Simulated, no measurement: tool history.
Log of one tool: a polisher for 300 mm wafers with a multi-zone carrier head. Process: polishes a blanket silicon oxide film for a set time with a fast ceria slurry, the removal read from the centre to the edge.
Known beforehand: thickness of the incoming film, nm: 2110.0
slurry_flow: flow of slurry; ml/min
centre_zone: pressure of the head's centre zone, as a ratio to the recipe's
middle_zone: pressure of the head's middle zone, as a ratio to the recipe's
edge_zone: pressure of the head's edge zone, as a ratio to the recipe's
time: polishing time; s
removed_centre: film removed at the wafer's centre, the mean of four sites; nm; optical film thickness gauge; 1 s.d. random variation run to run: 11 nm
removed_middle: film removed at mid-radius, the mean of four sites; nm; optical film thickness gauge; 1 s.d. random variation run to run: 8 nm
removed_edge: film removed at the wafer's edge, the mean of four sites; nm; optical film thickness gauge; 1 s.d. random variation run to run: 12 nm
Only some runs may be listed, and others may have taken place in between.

run  hour  slurry_flow  centre_zone  middle_zone  edge_zone  time  removed_centre  removed_middle  removed_edge
  1   0.0          280         1.00         1.00       1.00    33          705.63          693.34        691.99
  2   2.9          285         1.03         1.02       1.04    35          779.20          735.51        756.01
  3   9.8          295         1.05         1.06       1.06    37          836.03          811.28        816.73
  4  12.4          305         1.08         1.09       1.08    38          882.60          855.32        839.55
  5  15.5          305         0.99         1.09       1.08    38          808.29          857.08        855.33
  6  17.6          310         1.03         1.10       1.10    39          869.69          891.52        864.55
  7  21.4          305         1.05         1.10       1.10    40          893.36          900.39        894.92
  8  22.4          320         1.07         1.11       1.11    41          937.78          941.03        927.03
  9  24.0          320         1.07         1.11       1.11    41          950.55          954.13        938.34

For run 10, what comes out?
 10  25.2          335         1.09         1.11       1.11    41               ?               ?             ?

{"run 10": {"removed_centre": 965.21, "removed_middle": 946.0, "removed_edge": 927.11}}

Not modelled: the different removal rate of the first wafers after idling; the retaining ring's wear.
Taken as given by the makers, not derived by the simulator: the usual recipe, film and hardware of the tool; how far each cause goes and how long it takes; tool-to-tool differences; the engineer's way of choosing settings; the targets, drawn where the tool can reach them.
